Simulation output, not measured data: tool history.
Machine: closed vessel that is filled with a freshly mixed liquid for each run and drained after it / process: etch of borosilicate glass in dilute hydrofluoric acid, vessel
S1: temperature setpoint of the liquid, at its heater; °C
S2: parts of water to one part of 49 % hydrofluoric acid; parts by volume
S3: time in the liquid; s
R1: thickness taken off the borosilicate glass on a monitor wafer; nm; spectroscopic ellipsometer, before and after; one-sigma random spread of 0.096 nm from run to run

run 1 day=0.000 | S1=22.0 S2=235 S3=780 | R1=53.966
run 2 day=0.171 | S1=25.5 S2=235 S3=780 | R1=61.596
run 3 day=0.267 | S1=25.5 S2=265 S3=780 | R1=52.723
run 4 day=0.429 | S1=23.5 S2=275 S3=780 | R1=46.749
run 5 day=0.467 | S1=23.5 S2=310 S3=780 | R1=40.291
run 6 day=0.708 | S1=26.5 S2=310 S3=780 | R1=44.346
run 7 day=0.762 | S1=24.5 S2=315 S3=780 | R1=40.635
run 8 day=0.950 | S1=23.0 S2=320 S3=780 | R1=37.748
run 9 day=1.292 | S1=19.0 S2=335 S3=780 | R1=31.182

Forecast run 10:
run 10 day=1.479 | S1=18.5 S2=335 S3=780 | R1=?

{"run 10": {"R1": 30.517}}
